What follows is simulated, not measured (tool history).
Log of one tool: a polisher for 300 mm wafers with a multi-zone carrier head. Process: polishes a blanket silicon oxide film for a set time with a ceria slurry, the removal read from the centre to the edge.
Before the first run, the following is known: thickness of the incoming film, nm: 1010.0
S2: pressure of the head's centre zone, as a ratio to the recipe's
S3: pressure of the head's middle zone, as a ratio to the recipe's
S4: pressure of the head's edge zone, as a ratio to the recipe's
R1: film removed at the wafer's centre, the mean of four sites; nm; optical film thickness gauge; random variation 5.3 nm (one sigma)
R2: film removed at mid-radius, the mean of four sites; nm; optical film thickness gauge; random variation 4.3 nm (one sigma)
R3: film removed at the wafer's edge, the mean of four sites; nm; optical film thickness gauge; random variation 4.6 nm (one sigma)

{"run": 1, "hour": 0.0, "flow of slurry (ml/min)": 235, "S2": 1.0, "S3": 1.0, "S4": 1.0, "polishing time (s)": 69, "R1": 245.74, "R2": 246.73, "R3": 249.1}
{"run": 2, "hour": 1.3, "flow of slurry (ml/min)": 235, "S2": 1.0, "S3": 1.0, "S4": 1.08, "polishing time (s)": 69, "R1": 247.16, "R2": 241.73, "R3": 259.75}
{"run": 3, "hour": 8.5, "flow of slurry (ml/min)": 235, "S2": 1.01, "S3": 0.99, "S4": 1.09, "polishing time (s)": 72, "R1": 255.9, "R2": 256.08, "R3": 272.86}
{"run": 4, "hour": 13.3, "flow of slurry (ml/min)": 240, "S2": 1.03, "S3": 0.96, "S4": 1.1, "polishing time (s)": 74, "R1": 278.25, "R2": 252.65, "R3": 281.13}
{"hour": 16.0, "done": "worn pad replaced by a new one"}
{"run": 5, "hour": 16.0, "flow of slurry (ml/min)": 240, "S2": 1.03, "S3": 0.95, "S4": 1.11, "polishing time (s)": 76, "R1": 293.9, "R2": 277.65, "R3": 323.87}
{"run": 6, "hour": 24.9, "flow of slurry (ml/min)": 240, "S2": 1.03, "S3": 0.95, "S4": 1.11, "polishing time (s)": 64, "R1": 253.6, "R2": 237.17, "R3": 270.82}

The next listed run, before its measurement:
{"run": 7, "hour": 28.8, "flow of slurry (ml/min)": 245, "S2": 1.04, "S3": 0.94, "S4": 1.12, "polishing time (s)": 66, "R1": "?", "R2": "?", "R3": "?"}

Run 7 yielded R1 265.96 nm, R2 239.21 nm, R3 278.06 nm.
